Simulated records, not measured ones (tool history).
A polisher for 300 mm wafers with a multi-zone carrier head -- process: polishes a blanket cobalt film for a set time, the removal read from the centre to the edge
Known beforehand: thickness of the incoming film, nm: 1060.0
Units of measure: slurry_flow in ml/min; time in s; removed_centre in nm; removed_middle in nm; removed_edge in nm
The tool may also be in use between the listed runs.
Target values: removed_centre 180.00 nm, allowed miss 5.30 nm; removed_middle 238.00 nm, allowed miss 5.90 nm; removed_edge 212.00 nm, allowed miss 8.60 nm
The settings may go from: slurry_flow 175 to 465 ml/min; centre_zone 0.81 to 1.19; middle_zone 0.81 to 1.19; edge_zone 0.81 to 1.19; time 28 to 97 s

run 1 hour=0.0 | slurry_flow=295 centre_zone=1.00 middle_zone=1.00 edge_zone=1.00 time=62 | removed_centre=236.23 removed_middle=234.47 removed_edge=239.37
run 2 hour=7.8 | slurry_flow=280 centre_zone=0.94 middle_zone=1.03 edge_zone=0.96 time=61 | removed_centre=213.26 removed_middle=236.45 removed_edge=226.65
run 3 hour=10.3 | slurry_flow=280 centre_zone=0.86 middle_zone=1.03 edge_zone=0.96 time=61 | removed_centre=197.83 removed_middle=240.34 removed_edge=231.16
run 4 hour=16.4 | slurry_flow=280 centre_zone=0.83 middle_zone=1.03 edge_zone=0.96 time=61 | removed_centre=188.99 removed_middle=237.64 removed_edge=227.73
run 5 hour=25.0 | slurry_flow=280 centre_zone=0.83 middle_zone=1.03 edge_zone=0.96 time=77 | removed_centre=239.23 removed_middle=300.15 removed_edge=286.53
run 6 hour=28.2 | slurry_flow=240 centre_zone=0.83 middle_zone=1.03 edge_zone=0.96 time=77 | removed_centre=234.00 removed_middle=296.65 removed_edge=283.96
run 7 hour=35.9 | slurry_flow=230 centre_zone=0.82 middle_zone=1.03 edge_zone=0.92 time=72 | removed_centre=215.58 removed_middle=276.72 removed_edge=261.42
run 8 hour=44.4 | slurry_flow=235 centre_zone=0.82 middle_zone=1.07 edge_zone=0.84 time=57 | removed_centre=171.50 removed_middle=224.82 removed_edge=194.70
run 9 hour=48.6 | slurry_flow=255 centre_zone=0.82 middle_zone=1.08 edge_zone=0.87 time=57 | removed_centre=172.50 removed_middle=229.40 removed_edge=204.49

Which single option among these 4 for the next run brings every result within its allowed miss of target? Just one does.
run A hour=52.8 | slurry_flow=285 centre_zone=0.81 middle_zone=1.13 edge_zone=0.87 time=55 | removed_centre=? removed_middle=? removed_edge=?
run B hour=52.8 | slurry_flow=355 centre_zone=0.84 middle_zone=1.11 edge_zone=0.95 time=56 | removed_centre=? removed_middle=? removed_edge=?
run C hour=52.8 | slurry_flow=325 centre_zone=0.87 middle_zone=1.07 edge_zone=0.81 time=56 | removed_centre=? removed_middle=? removed_edge=?
run D hour=52.8 | slurry_flow=225 centre_zone=0.83 middle_zone=1.00 edge_zone=0.95 time=60 | removed_centre=? removed_middle=? removed_edge=?

move=A removed_centre=170.30 removed_middle=231.56 removed_edge=195.59
move=B removed_centre=183.04 removed_middle=235.83 removed_edge=209.97
move=C removed_centre=188.30 removed_middle=227.15 removed_edge=194.53
move=D removed_centre=186.23 removed_middle=223.26 removed_edge=219.40
A: lands further from the targets than the last run did
B: each result inside its tolerance
C: lands further from the targets than the last run did
D: lands further from the targets than the last run did
The right move is B.
